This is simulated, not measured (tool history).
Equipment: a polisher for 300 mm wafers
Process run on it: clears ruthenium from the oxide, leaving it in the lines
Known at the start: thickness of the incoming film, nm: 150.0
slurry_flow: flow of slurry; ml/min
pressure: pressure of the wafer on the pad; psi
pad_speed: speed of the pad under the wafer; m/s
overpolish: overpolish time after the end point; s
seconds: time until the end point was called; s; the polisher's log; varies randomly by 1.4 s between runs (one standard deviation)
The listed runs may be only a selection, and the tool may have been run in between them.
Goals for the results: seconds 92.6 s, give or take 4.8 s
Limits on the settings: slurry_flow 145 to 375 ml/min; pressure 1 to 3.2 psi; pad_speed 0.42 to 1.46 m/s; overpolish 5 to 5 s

run 1 hour=0 | slurry_flow=240 pressure=2.1 pad_speed=0.94 overpolish=5 | seconds=154.35
run 2 hour=4 | slurry_flow=240 pressure=2.2 pad_speed=0.94 overpolish=5 | seconds=149.94
run 3 hour=10.7 | slurry_flow=240 pressure=2.2 pad_speed=0.94 overpolish=5 | seconds=144.43
run 4 hour=15.7 | slurry_flow=240 pressure=2.5 pad_speed=0.94 overpolish=5 | seconds=129.01
run 5 hour=24.7 | slurry_flow=240 pressure=2.5 pad_speed=0.8 overpolish=5 | seconds=152.91
run 6 hour=29.8 | slurry_flow=240 pressure=2.1 pad_speed=0.8 overpolish=5 | seconds=180.94
run 7 hour=36.7 | slurry_flow=245 pressure=2.7 pad_speed=1.04 overpolish=5 | seconds=108.52
run 8 hour=41.3 | slurry_flow=245 pressure=2.9 pad_speed=1.06 overpolish=5 | seconds=100.98

Which one of the following 5 next-run settings gets every result inside its allowed miss? There is exactly one.
run A hour=45.9 | slurry_flow=240 pressure=3.1 pad_speed=1.06 overpolish=5 | seconds=?
run B hour=45.9 | slurry_flow=275 pressure=2.9 pad_speed=1.32 overpolish=5 | seconds=?
run C hour=45.9 | slurry_flow=230 pressure=2.6 pad_speed=1.12 overpolish=5 | seconds=?
run D hour=45.9 | slurry_flow=240 pressure=2.9 pad_speed=1.3 overpolish=5 | seconds=?
run E hour=45.9 | slurry_flow=240 pressure=2.9 pad_speed=1.32 overpolish=5 | seconds=?

move=A seconds=94.261
move=B seconds=79.753
move=C seconds=106.76
move=D seconds=82.45
move=E seconds=81.228
A: every result within its allowed miss
B: moves the result that the last run missed by most past its target, out the other side
C: further off than the last run
D: moves the result that the last run missed by most past its target, out the other side
E: moves the result that the last run missed by most past its target, out the other side
The move that meets every target is A.
